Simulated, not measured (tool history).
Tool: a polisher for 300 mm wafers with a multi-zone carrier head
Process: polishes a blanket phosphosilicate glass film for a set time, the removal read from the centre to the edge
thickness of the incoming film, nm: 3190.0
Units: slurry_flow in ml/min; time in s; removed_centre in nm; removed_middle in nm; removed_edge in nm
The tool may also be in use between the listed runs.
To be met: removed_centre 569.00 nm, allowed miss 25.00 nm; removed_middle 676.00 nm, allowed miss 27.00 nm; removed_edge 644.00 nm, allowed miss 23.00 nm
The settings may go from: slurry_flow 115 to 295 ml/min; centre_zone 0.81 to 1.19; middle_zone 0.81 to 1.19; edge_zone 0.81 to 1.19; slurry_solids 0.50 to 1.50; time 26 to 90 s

Run 1, hour 0.0: slurry_flow 190 ml/min, centre_zone 1.00, middle_zone 1.00, edge_zone 1.00, slurry_solids 1.00, time 58 s. Result: removed_centre 665.06 nm, removed_middle 671.09 nm, removed_edge 652.13 nm.
Run 2, hour 4.9: slurry_flow 185 ml/min, centre_zone 0.98, middle_zone 1.01, edge_zone 1.00, slurry_solids 1.00, time 58 s. Result: removed_centre 667.00 nm, removed_middle 678.17 nm, removed_edge 656.73 nm.
Run 3, hour 13.4: slurry_flow 155 ml/min, centre_zone 0.98, middle_zone 1.01, edge_zone 1.00, slurry_solids 1.00, time 58 s. Result: removed_centre 643.24 nm, removed_middle 661.39 nm, removed_edge 652.09 nm.
Run 4, hour 21.9: slurry_flow 155 ml/min, centre_zone 0.96, middle_zone 1.02, edge_zone 1.00, slurry_solids 1.00, time 58 s. Result: removed_centre 634.38 nm, removed_middle 655.65 nm, removed_edge 648.35 nm.
Run 5, hour 27.1: slurry_flow 155 ml/min, centre_zone 1.00, middle_zone 1.02, edge_zone 1.00, slurry_solids 1.00, time 58 s. Result: removed_centre 664.01 nm, removed_middle 648.27 nm, removed_edge 633.92 nm.
Run 6, hour 33.1: slurry_flow 155 ml/min, centre_zone 0.98, middle_zone 1.02, edge_zone 1.00, slurry_solids 1.00, time 58 s. Result: removed_centre 637.05 nm, removed_middle 652.85 nm, removed_edge 629.78 nm.
Run 7, hour 35.9: slurry_flow 155 ml/min, centre_zone 0.96, middle_zone 1.02, edge_zone 1.00, slurry_solids 1.00, time 58 s. Result: removed_centre 630.84 nm, removed_middle 640.32 nm, removed_edge 649.58 nm.
Run 8, hour 39.1: slurry_flow 160 ml/min, centre_zone 0.94, middle_zone 1.04, edge_zone 0.99, slurry_solids 1.00, time 58 s. Result: removed_centre 632.61 nm, removed_middle 663.15 nm, removed_edge 634.51 nm.
Run 9, hour 41.9: slurry_flow 160 ml/min, centre_zone 0.92, middle_zone 1.05, edge_zone 1.00, slurry_solids 1.00, time 58 s. Result: removed_centre 607.14 nm, removed_middle 672.43 nm, removed_edge 652.99 nm.
Run 10, hour 44.5: slurry_flow 160 ml/min, centre_zone 0.91, middle_zone 1.05, edge_zone 1.00, slurry_solids 1.00, time 58 s. Result: removed_centre 604.88 nm, removed_middle 664.18 nm, removed_edge 637.30 nm.
Run 11, hour 50.8: slurry_flow 160 ml/min, centre_zone 0.90, middle_zone 1.05, edge_zone 1.00, slurry_solids 1.00, time 58 s. Result: removed_centre 609.67 nm, removed_middle 666.75 nm, removed_edge 658.89 nm.
Run 12, hour 59.4: slurry_flow 145 ml/min, centre_zone 0.85, middle_zone 1.10, edge_zone 0.97, slurry_solids 0.95, time 58 s. Result: removed_centre 546.86 nm, removed_middle 674.26 nm, removed_edge 601.88 nm.
Run 13, hour 61.3: slurry_flow 150 ml/min, centre_zone 0.85, middle_zone 1.10, edge_zone 0.98, slurry_solids 0.95, time 58 s. Result: removed_centre 554.64 nm, removed_middle 659.49 nm, removed_edge 615.76 nm.
Run 14, hour 69.2: slurry_flow 155 ml/min, centre_zone 0.85, middle_zone 1.10, edge_zone 0.98, slurry_solids 0.95, time 58 s. Result: removed_centre 556.58 nm, removed_middle 690.55 nm, removed_edge 618.23 nm.

Which of these 5 next moves meets every target?
Run A, hour 77.1: slurry_flow 200 ml/min, centre_zone 0.86, middle_zone 1.09, edge_zone 1.01, slurry_solids 0.85, time 56 s. Result: removed_centre ?, removed_middle ?, removed_edge ?.
Run B, hour 77.1: slurry_flow 155 ml/min, centre_zone 0.82, middle_zone 1.14, edge_zone 0.98, slurry_solids 1.05, time 54 s. Result: removed_centre ?, removed_middle ?, removed_edge ?.
Run C, hour 77.1: slurry_flow 115 ml/min, centre_zone 0.85, middle_zone 1.06, edge_zone 0.96, slurry_solids 1.00, time 62 s. Result: removed_centre ?, removed_middle ?, removed_edge ?.
Run D, hour 77.1: slurry_flow 185 ml/min, centre_zone 0.87, middle_zone 1.13, edge_zone 0.93, slurry_solids 0.90, time 61 s. Result: removed_centre ?, removed_middle ?, removed_edge ?.
Run E, hour 77.1: slurry_flow 150 ml/min, centre_zone 0.81, middle_zone 1.16, edge_zone 0.96, slurry_solids 0.75, time 63 s. Result: removed_centre ?, removed_middle ?, removed_edge ?.

move  removed_centre  removed_middle  removed_edge
   A          527.50          651.04        590.79
   B          518.82          692.08        601.43
   C          559.55          688.90        642.51
   D          588.53          743.65        630.56
   E          507.13          693.27        588.45
A: further off than the last run
B: further off than the last run
C: meets every target
D: brings the result that was furthest off to its target, and leaves another outside
E: further off than the last run
The right move is C.
